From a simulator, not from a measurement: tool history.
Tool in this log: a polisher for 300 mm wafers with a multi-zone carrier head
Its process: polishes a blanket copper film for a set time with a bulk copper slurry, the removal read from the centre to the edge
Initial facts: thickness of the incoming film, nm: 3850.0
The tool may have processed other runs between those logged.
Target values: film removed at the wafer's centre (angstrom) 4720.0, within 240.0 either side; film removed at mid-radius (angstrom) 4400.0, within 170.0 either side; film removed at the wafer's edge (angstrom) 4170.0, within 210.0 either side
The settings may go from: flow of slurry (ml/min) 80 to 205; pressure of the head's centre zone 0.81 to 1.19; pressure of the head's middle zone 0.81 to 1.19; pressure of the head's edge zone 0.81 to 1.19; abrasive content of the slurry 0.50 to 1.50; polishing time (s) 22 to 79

run	hour	flow of slurry (ml/min)	pressure of the head's centre zone	pressure of the head's middle zone	pressure of the head's edge zone	abrasive content of the slurry	polishing time (s)	film removed at the wafer's centre (angstrom)	film removed at mid-radius (angstrom)	film removed at the wafer's edge (angstrom)
1	0.0	135	1.00	1.00	1.00	1.00	50	2744.0	2640.6	2586.5
2	2.4	145	1.03	1.02	1.03	1.15	54	3171.2	3012.6	3049.2
3	9.9	145	1.03	1.02	1.11	1.15	54	3219.9	3042.7	3133.8
4	14.6	145	1.03	1.02	1.11	1.15	49	2910.4	2762.6	2844.3
5	18.6	155	1.07	1.07	1.11	1.25	53	3423.4	3160.6	3208.6
6	24.8	165	1.08	1.11	1.10	1.30	56	3742.5	3503.2	3359.3
# hour 26.4: centre zone pressure recalibrated
7	26.4	170	1.10	1.14	1.14	1.50	67	4388.5	4445.5	4323.8
8	27.7	175	1.12	1.14	1.13	1.50	67	4443.9	4502.7	4224.0

Which of these 5 next moves meets every target?
A	29.0	140	1.07	1.15	1.13	1.35	71	?	?	?
B	29.0	190	1.09	1.15	1.15	1.50	71	?	?	?
C	29.0	175	1.05	1.19	1.13	1.50	66	?	?	?
D	29.0	180	1.19	1.11	1.14	1.40	67	?	?	?
E	29.0	165	0.93	1.11	1.19	1.50	74	?	?	?

move	film removed at the wafer's centre (angstrom)	film removed at mid-radius (angstrom)	film removed at the wafer's edge (angstrom)
A	4243.8	4504.8	4208.1
B	4710.0	4889.3	4537.2
C	4183.6	4611.7	4136.2
D	4655.5	4370.8	4169.1
E	4201.9	4836.5	4732.1
A: the biggest miss grows against the last run
B: meets the target for the result that was furthest off, but another lies outside its allowed miss
C: the biggest miss grows against the last run
D: hits every target within its allowed miss
E: the biggest miss grows against the last run
Move D is the one to make.

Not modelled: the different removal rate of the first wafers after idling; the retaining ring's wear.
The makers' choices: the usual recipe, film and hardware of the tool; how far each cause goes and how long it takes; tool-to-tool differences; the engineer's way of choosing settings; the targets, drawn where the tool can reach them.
